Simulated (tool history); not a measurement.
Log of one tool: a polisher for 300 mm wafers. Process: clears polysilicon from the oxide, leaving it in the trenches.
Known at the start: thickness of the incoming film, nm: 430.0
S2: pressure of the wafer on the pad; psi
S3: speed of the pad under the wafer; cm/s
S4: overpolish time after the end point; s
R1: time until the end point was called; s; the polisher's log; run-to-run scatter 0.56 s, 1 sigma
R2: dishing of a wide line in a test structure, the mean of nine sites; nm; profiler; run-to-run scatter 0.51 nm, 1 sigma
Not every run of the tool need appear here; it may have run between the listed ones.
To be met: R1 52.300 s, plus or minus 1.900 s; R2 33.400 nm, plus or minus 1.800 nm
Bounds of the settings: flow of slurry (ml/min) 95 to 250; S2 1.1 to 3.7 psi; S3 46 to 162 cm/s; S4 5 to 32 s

{"run": 1, "hour": 0.0, "flow of slurry (ml/min)": 160, "S2": 2.4, "S3": 104, "S4": 16, "R1": 32.7, "R2": 33.161}
{"run": 2, "hour": 4.8, "flow of slurry (ml/min)": 160, "S2": 2.2, "S3": 104, "S4": 16, "R1": 35.079, "R2": 33.11}
{"run": 3, "hour": 8.0, "flow of slurry (ml/min)": 160, "S2": 2.0, "S3": 104, "S4": 16, "R1": 39.147, "R2": 33.815}
{"run": 4, "hour": 15.5, "flow of slurry (ml/min)": 160, "S2": 2.0, "S3": 92, "S4": 16, "R1": 43.229, "R2": 33.972}
{"run": 5, "hour": 19.6, "flow of slurry (ml/min)": 155, "S2": 1.9, "S3": 92, "S4": 15, "R1": 46.261, "R2": 32.91}
{"hour": 20.4, "done": "worn pad replaced by a new one"}
{"run": 6, "hour": 20.4, "flow of slurry (ml/min)": 155, "S2": 1.9, "S3": 92, "S4": 8, "R1": 41.345, "R2": 30.937}
{"run": 7, "hour": 25.2, "flow of slurry (ml/min)": 160, "S2": 1.8, "S3": 92, "S4": 9, "R1": 43.442, "R2": 30.805}
{"run": 8, "hour": 26.1, "flow of slurry (ml/min)": 160, "S2": 1.8, "S3": 92, "S4": 10, "R1": 42.296, "R2": 31.485}
{"run": 9, "hour": 32.3, "flow of slurry (ml/min)": 155, "S2": 1.8, "S3": 92, "S4": 11, "R1": 43.087, "R2": 31.975}
{"run": 10, "hour": 35.3, "flow of slurry (ml/min)": 155, "S2": 1.7, "S3": 92, "S4": 12, "R1": 45.593, "R2": 31.679}
{"run": 11, "hour": 43.1, "flow of slurry (ml/min)": 140, "S2": 1.5, "S3": 86, "S4": 5, "R1": 55.071, "R2": 22.885}
{"run": 12, "hour": 50.4, "flow of slurry (ml/min)": 150, "S2": 1.5, "S3": 86, "S4": 6, "R1": 54.588, "R2": 24.59}
{"run": 13, "hour": 58.2, "flow of slurry (ml/min)": 150, "S2": 1.5, "S3": 86, "S4": 6, "R1": 55.668, "R2": 24.659}
{"run": 14, "hour": 63.3, "flow of slurry (ml/min)": 160, "S2": 1.5, "S3": 86, "S4": 7, "R1": 55.041, "R2": 26.565}
{"run": 15, "hour": 66.3, "flow of slurry (ml/min)": 170, "S2": 1.5, "S3": 86, "S4": 7, "R1": 53.674, "R2": 26.898}
{"run": 16, "hour": 74.7, "flow of slurry (ml/min)": 180, "S2": 1.5, "S3": 86, "S4": 8, "R1": 52.163, "R2": 28.852}

Consider the 4 candidate settings below. Which is the only one whose results all fall within their allowed miss of target?
{"run": "A", "hour": 83.1, "flow of slurry (ml/min)": 225, "S2": 2.2, "S3": 66, "S4": 16, "R1": "?", "R2": "?"}
{"run": "B", "hour": 83.1, "flow of slurry (ml/min)": 215, "S2": 1.9, "S3": 68, "S4": 17, "R1": "?", "R2": "?"}
{"run": "C", "hour": 83.1, "flow of slurry (ml/min)": 220, "S2": 1.8, "S3": 78, "S4": 16, "R1": "?", "R2": "?"}
{"run": "D", "hour": 83.1, "flow of slurry (ml/min)": 205, "S2": 1.6, "S3": 86, "S4": 15, "R1": "?", "R2": "?"}

move=A R1=45.759 R2=32.788
move=B R1=51.523 R2=32.668
move=C R1=47.452 R2=32.715
move=D R1=48.799 R2=32.489
A: puts the biggest miss on target and leaves a different result outside tolerance
B: meets every target
C: puts the biggest miss on target and leaves a different result outside tolerance
D: puts the biggest miss on target and leaves a different result outside tolerance
The right move is B.

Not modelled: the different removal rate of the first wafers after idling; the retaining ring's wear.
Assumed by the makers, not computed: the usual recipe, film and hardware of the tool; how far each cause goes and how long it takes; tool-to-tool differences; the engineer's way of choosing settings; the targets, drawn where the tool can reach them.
